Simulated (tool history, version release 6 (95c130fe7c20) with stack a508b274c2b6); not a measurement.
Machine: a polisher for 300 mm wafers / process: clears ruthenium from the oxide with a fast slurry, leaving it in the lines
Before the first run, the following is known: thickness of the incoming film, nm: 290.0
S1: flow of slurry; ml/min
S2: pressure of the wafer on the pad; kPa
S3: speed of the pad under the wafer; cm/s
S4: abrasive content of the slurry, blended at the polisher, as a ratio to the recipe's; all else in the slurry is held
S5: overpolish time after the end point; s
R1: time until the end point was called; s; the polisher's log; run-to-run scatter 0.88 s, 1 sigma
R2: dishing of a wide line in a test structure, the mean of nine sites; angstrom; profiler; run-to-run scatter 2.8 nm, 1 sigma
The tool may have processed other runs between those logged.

run,hour,S1,S2,S3,S4,S5,R1,R2
1,0.0,230,21.4,100,1.00,27,59.448,899.18
2,0.9,230,21.4,100,0.85,27,62.411,843.64
3,7.6,275,21.4,100,0.85,27,63.055,891.77
4,10.7,275,21.4,100,0.65,27,70.318,774.16
5,15.0,275,21.4,100,0.50,27,85.618,692.70
6,18.2,275,18.6,100,0.50,27,94.371,630.53
7,19.1,275,22.8,108,0.50,31,78.120,835.15

For run 8, what comes out?
8,22.7,275,26.2,118,0.50,33,?,?

R1: 62.510 s
R2: 1023.20 angstrom
